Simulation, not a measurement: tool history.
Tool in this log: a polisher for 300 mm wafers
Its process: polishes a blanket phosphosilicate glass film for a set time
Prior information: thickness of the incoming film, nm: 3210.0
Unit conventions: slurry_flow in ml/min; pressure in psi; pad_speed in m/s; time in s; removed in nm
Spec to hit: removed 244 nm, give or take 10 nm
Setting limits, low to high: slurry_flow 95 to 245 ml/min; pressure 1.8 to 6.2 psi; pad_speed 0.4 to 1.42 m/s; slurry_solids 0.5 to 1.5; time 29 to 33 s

| run | hour | slurry_flow | pressure | pad_speed | slurry_solids | time | removed |
|---|---|---|---|---|---|---|---|
| 1 | 0 | 155 | 4 | 0.9 | 1 | 33 | 308.27 |
| 2 | 6.5 | 140 | 4 | 0.9 | 1 | 33 | 303.3 |
| 3 | 13.8 | 140 | 3.8 | 0.9 | 1 | 33 | 289.99 |
| 4 | 22.1 | 140 | 3.7 | 0.9 | 1 | 33 | 279.56 |
| 5 | 27.4 | 140 | 3.6 | 0.9 | 1 | 33 | 273.84 |
| 6 | 30.9 | 140 | 3.6 | 1.06 | 1 | 33 | 307.09 |
| 7 | 35.9 | 140 | 3.4 | 1.06 | 1 | 33 | 293.98 |
| 8 | 40.3 | 140 | 3.4 | 1.06 | 1 | 33 | 298.02 |
| 9 | 43.6 | 140 | 3.2 | 1.06 | 1 | 33 | 281.15 |
| 10 | 44.3 | 140 | 3.1 | 1.06 | 1 | 33 | 270.63 |

Exactly one of the 4 candidate moves below puts every result within its allowed miss. Which one?
| A | 45 | 125 | 3 | 1.28 | 0.8 | 30 | ? |
| B | 45 | 125 | 3.2 | 1.08 | 0.9 | 33 | ? |
| C | 45 | 185 | 2.9 | 0.94 | 1.2 | 33 | ? |
| D | 45 | 130 | 3.6 | 1.02 | 0.95 | 33 | ? |

| move | removed |
|---|---|
| A | 244.71 |
| B | 262.89 |
| C | 259.48 |
| D | 289.9 |
A: all results land within tolerance of their targets
B: nearer the targets than the last run, but a result is still out of spec
C: nearer the targets than the last run, but a result is still out of spec
D: further off than the last run
Go with A: it meets all targets.
